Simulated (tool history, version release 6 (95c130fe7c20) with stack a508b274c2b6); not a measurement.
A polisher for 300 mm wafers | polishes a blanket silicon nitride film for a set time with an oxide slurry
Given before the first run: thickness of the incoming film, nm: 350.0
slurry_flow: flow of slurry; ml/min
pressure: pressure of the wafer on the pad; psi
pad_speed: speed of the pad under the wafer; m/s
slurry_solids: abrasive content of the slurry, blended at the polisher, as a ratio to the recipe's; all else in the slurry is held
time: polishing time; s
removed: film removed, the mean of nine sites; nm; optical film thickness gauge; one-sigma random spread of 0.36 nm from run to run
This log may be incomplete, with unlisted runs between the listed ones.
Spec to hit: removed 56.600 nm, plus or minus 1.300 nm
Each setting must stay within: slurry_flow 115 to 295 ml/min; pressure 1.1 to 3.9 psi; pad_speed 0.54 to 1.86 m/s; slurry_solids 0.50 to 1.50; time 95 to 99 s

Run 1, hour 0.0: slurry_flow 190 ml/min, pressure 2.5 psi, pad_speed 1.18 m/s, slurry_solids 1.00, time 95 s. Result: removed 46.293 nm.
Run 2, hour 1.1: slurry_flow 200 ml/min, pressure 2.6 psi, pad_speed 1.18 m/s, slurry_solids 1.00, time 95 s. Result: removed 47.589 nm.
Run 3, hour 1.8: slurry_flow 200 ml/min, pressure 2.7 psi, pad_speed 1.18 m/s, slurry_solids 1.00, time 95 s. Result: removed 49.048 nm.
Run 4, hour 2.4: slurry_flow 200 ml/min, pressure 2.8 psi, pad_speed 1.18 m/s, slurry_solids 1.00, time 95 s. Result: removed 50.610 nm.
Run 5, hour 9.0: slurry_flow 200 ml/min, pressure 2.9 psi, pad_speed 1.18 m/s, slurry_solids 1.00, time 95 s. Result: removed 51.888 nm.
Run 6, hour 17.8: slurry_flow 200 ml/min, pressure 2.9 psi, pad_speed 1.18 m/s, slurry_solids 0.90, time 95 s. Result: removed 49.631 nm.
Run 7, hour 22.6: slurry_flow 200 ml/min, pressure 3.0 psi, pad_speed 1.18 m/s, slurry_solids 0.90, time 95 s. Result: removed 50.934 nm.
Run 8, hour 26.3: slurry_flow 200 ml/min, pressure 3.1 psi, pad_speed 1.18 m/s, slurry_solids 0.90, time 95 s. Result: removed 51.910 nm.
Run 9, hour 29.1: slurry_flow 205 ml/min, pressure 3.2 psi, pad_speed 1.18 m/s, slurry_solids 0.90, time 95 s. Result: removed 52.837 nm.

Of the 5 settings listed for the next run, only one would bring every result within its allowed miss of target. Which one?
Run A, hour 31.9: slurry_flow 250 ml/min, pressure 3.4 psi, pad_speed 1.06 m/s, slurry_solids 1.00, time 98 s. Result: removed ?.
Run B, hour 31.9: slurry_flow 215 ml/min, pressure 3.2 psi, pad_speed 1.14 m/s, slurry_solids 0.85, time 95 s. Result: removed ?.
Run C, hour 31.9: slurry_flow 205 ml/min, pressure 3.1 psi, pad_speed 1.04 m/s, slurry_solids 0.85, time 99 s. Result: removed ?.
Run D, hour 31.9: slurry_flow 185 ml/min, pressure 3.2 psi, pad_speed 1.04 m/s, slurry_solids 0.95, time 95 s. Result: removed ?.
Run E, hour 31.9: slurry_flow 170 ml/min, pressure 3.5 psi, pad_speed 0.86 m/s, slurry_solids 1.05, time 97 s. Result: removed ?.

move  removed
   A   56.556
   B   50.809
   C   47.806
   D   48.758
   E   47.183
A: every result within its allowed miss
B: lands further from the targets than the last run did
C: lands further from the targets than the last run did
D: lands further from the targets than the last run did
E: lands further from the targets than the last run did
A is the move that brings every result within its allowed miss.
